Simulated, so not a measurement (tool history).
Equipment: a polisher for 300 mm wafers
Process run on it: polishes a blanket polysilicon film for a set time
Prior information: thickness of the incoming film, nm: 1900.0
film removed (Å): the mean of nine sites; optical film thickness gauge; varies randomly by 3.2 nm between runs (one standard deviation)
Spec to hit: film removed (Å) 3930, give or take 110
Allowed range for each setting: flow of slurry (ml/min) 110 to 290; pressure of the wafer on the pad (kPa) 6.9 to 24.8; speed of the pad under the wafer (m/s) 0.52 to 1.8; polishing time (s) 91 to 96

run	hour	flow of slurry (ml/min)	pressure of the wafer on the pad (kPa)	speed of the pad under the wafer (m/s)	polishing time (s)	film removed (Å)
1	0	185	15.9	1.16	91	5931.9
2	6.7	180	13.8	1.16	91	5228.9
3	8.2	180	13.8	1.16	91	5246
4	11.2	180	13.8	1.16	96	5499.8
5	12.6	180	13.8	1.16	91	5271.8
6	17.6	175	12.4	1.16	91	4755.7
7	24.8	170	11.7	1.16	91	4565.6
8	31.9	165	11	1.16	91	4261.6
9	35	155	11	1.16	91	4312.6
10	36.5	155	9.7	1.16	91	3846.5

Which one of the following 4 next-run settings gets every result inside its allowed miss? There is exactly one.
A	38	175	10.3	1	92	?
B	38	150	9	1.2	91	?
C	38	140	9	1.22	96	?
D	38	155	9	1.18	93	?

move	film removed (Å)
A	3700
B	3701
C	3906.3
D	3751.9
A: the biggest miss grows against the last run
B: the biggest miss grows against the last run
C: in spec on every target
D: the biggest miss grows against the last run
So the answer is move C, the one that meets all the targets.

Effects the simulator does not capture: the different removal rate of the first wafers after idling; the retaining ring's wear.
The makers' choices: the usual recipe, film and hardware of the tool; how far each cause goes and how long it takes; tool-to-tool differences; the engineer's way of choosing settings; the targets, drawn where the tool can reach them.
